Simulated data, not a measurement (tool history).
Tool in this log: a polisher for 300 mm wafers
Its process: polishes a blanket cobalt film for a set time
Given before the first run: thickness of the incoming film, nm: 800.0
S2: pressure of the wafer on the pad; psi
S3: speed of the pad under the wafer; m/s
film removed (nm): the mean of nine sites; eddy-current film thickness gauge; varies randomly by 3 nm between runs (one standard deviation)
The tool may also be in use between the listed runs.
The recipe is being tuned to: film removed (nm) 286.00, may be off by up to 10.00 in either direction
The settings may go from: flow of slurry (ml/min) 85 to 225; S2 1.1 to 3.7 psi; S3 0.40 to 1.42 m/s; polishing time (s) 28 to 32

{"run": 1, "day": 0.0, "flow of slurry (ml/min)": 145, "S2": 2.4, "S3": 0.9, "polishing time (s)": 32, "film removed (nm)": 188.54}
{"run": 2, "day": 0.071, "flow of slurry (ml/min)": 150, "S2": 2.7, "S3": 0.9, "polishing time (s)": 32, "film removed (nm)": 202.69}
{"run": 3, "day": 0.442, "flow of slurry (ml/min)": 135, "S2": 2.7, "S3": 0.9, "polishing time (s)": 32, "film removed (nm)": 206.04}
{"run": 4, "day": 0.721, "flow of slurry (ml/min)": 135, "S2": 2.7, "S3": 0.9, "polishing time (s)": 28, "film removed (nm)": 179.49}
{"run": 5, "day": 0.992, "flow of slurry (ml/min)": 140, "S2": 3.0, "S3": 0.94, "polishing time (s)": 28, "film removed (nm)": 202.93}
{"run": 6, "day": 1.229, "flow of slurry (ml/min)": 140, "S2": 3.2, "S3": 1.0, "polishing time (s)": 28, "film removed (nm)": 226.11}
{"run": 7, "day": 1.454, "flow of slurry (ml/min)": 140, "S2": 3.4, "S3": 1.04, "polishing time (s)": 28, "film removed (nm)": 245.67}
{"run": 8, "day": 1.767, "flow of slurry (ml/min)": 140, "S2": 3.5, "S3": 1.06, "polishing time (s)": 28, "film removed (nm)": 257.64}
{"run": 9, "day": 1.95, "flow of slurry (ml/min)": 145, "S2": 3.6, "S3": 1.08, "polishing time (s)": 28, "film removed (nm)": 266.6}
{"run": 10, "day": 2.046, "flow of slurry (ml/min)": 145, "S2": 3.6, "S3": 1.1, "polishing time (s)": 28, "film removed (nm)": 272.1}

Pick the move, out of 5, that brings all results within their allowed miss; only one does.
{"run": "A", "day": 2.142, "flow of slurry (ml/min)": 95, "S2": 3.5, "S3": 1.16, "polishing time (s)": 28, "film removed (nm)": "?"}
{"run": "B", "day": 2.142, "flow of slurry (ml/min)": 145, "S2": 3.6, "S3": 1.02, "polishing time (s)": 28, "film removed (nm)": "?"}
{"run": "C", "day": 2.142, "flow of slurry (ml/min)": 145, "S2": 3.5, "S3": 1.04, "polishing time (s)": 28, "film removed (nm)": "?"}
{"run": "D", "day": 2.142, "flow of slurry (ml/min)": 160, "S2": 3.7, "S3": 1.04, "polishing time (s)": 30, "film removed (nm)": "?"}
{"run": "E", "day": 2.142, "flow of slurry (ml/min)": 130, "S2": 3.7, "S3": 1.08, "polishing time (s)": 32, "film removed (nm)": "?"}

move=A film_removed_(nm)=257.70
move=B film_removed_(nm)=249.82
move=C film_removed_(nm)=249.02
move=D film_removed_(nm)=282.77
move=E film_removed_(nm)=303.26
A: misses by more than the last run did
B: misses by more than the last run did
C: misses by more than the last run did
D: each result inside its tolerance
E: pushes the last run's worst result past its target
Go with D: it meets all targets.
